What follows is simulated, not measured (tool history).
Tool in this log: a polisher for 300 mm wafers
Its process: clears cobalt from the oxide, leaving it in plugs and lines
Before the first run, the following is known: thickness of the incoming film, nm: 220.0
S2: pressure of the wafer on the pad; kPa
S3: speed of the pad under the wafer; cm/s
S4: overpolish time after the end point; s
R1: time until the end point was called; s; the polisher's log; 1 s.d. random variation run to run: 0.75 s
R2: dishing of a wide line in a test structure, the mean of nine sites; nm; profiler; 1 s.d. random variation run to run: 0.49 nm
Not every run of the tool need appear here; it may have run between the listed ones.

{"run": 1, "day": 0.0, "flow of slurry (ml/min)": 220, "S2": 9.7, "S3": 98, "S4": 10, "R1": 57.91, "R2": 27.469}
{"run": 2, "day": 0.175, "flow of slurry (ml/min)": 220, "S2": 11.7, "S3": 98, "S4": 10, "R1": 48.241, "R2": 31.692}
{"run": 3, "day": 0.512, "flow of slurry (ml/min)": 220, "S2": 11.7, "S3": 98, "S4": 6, "R1": 48.528, "R2": 21.788}
{"run": 4, "day": 0.846, "flow of slurry (ml/min)": 220, "S2": 11.0, "S3": 98, "S4": 8, "R1": 51.137, "R2": 25.503}
{"run": 5, "day": 1.046, "flow of slurry (ml/min)": 220, "S2": 10.3, "S3": 98, "S4": 9, "R1": 54.409, "R2": 27.272}
{"run": 6, "day": 1.321, "flow of slurry (ml/min)": 220, "S2": 10.3, "S3": 98, "S4": 7, "R1": 54.065, "R2": 22.151}
{"run": 7, "day": 1.388, "flow of slurry (ml/min)": 210, "S2": 7.6, "S3": 96, "S4": 12, "R1": 74.117, "R2": 26.475}

The next listed run, before its measurement:
{"run": 8, "day": 1.504, "flow of slurry (ml/min)": 210, "S2": 7.6, "S3": 96, "S4": 13, "R1": "?", "R2": "?"}

R1: 73.193 s
R2: 27.914 nm

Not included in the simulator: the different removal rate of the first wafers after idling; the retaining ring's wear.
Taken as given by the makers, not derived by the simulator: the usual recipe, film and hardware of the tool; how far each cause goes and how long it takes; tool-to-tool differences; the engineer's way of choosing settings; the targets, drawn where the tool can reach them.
